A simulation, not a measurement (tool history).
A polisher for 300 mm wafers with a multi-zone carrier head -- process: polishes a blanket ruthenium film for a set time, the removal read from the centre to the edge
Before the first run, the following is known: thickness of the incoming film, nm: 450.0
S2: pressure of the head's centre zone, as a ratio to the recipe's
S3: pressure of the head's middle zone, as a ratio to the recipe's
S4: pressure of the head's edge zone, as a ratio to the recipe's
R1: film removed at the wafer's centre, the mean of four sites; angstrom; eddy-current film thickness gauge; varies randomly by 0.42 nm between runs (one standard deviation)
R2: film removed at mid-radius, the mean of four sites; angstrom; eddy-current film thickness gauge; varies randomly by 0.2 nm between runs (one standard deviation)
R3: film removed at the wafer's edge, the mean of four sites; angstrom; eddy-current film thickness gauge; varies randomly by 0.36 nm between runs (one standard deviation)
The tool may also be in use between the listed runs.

Run 1, hour 0: flow of slurry (ml/min) 265, S2 1, S3 1, S4 1, polishing time (s) 54. Result: R1 427.16 angstrom, R2 428.66 angstrom, R3 422.47 angstrom.
Run 2, hour 1.2: flow of slurry (ml/min) 265, S2 0.99, S3 0.99, S4 0.98, polishing time (s) 52. Result: R1 411.84 angstrom, R2 413.84 angstrom, R3 414.82 angstrom.
Run 3, hour 7.3: flow of slurry (ml/min) 265, S2 0.99, S3 1.02, S4 0.98, polishing time (s) 52. Result: R1 408.4 angstrom, R2 421.49 angstrom, R3 412.14 angstrom.
Run 4, hour 8.9: flow of slurry (ml/min) 265, S2 0.99, S3 1.02, S4 0.98, polishing time (s) 45. Result: R1 356.64 angstrom, R2 367.28 angstrom, R3 349.13 angstrom.
Run 5, hour 10.9: flow of slurry (ml/min) 265, S2 0.99, S3 1.02, S4 0.98, polishing time (s) 50. Result: R1 387.53 angstrom, R2 410.8 angstrom, R3 390.94 angstrom.
Run 6, hour 13.3: flow of slurry (ml/min) 265, S2 0.99, S3 1.01, S4 0.98, polishing time (s) 48. Result: R1 376.89 angstrom, R2 389.36 angstrom, R3 375.42 angstrom.
Run 7, hour 20.8: flow of slurry (ml/min) 265, S2 0.99, S3 1, S4 0.98, polishing time (s) 46. Result: R1 364.77 angstrom, R2 372.38 angstrom, R3 357.4 angstrom.

Forecast run 8:
Run 8, hour 26.3: flow of slurry (ml/min) 265, S2 0.98, S3 0.99, S4 0.98, polishing time (s) 45. Result: R1 ?, R2 ?, R3 ?.

Run 8 yielded R1 351.86 angstrom, R2 356.37 angstrom, R3 351.26 angstrom.
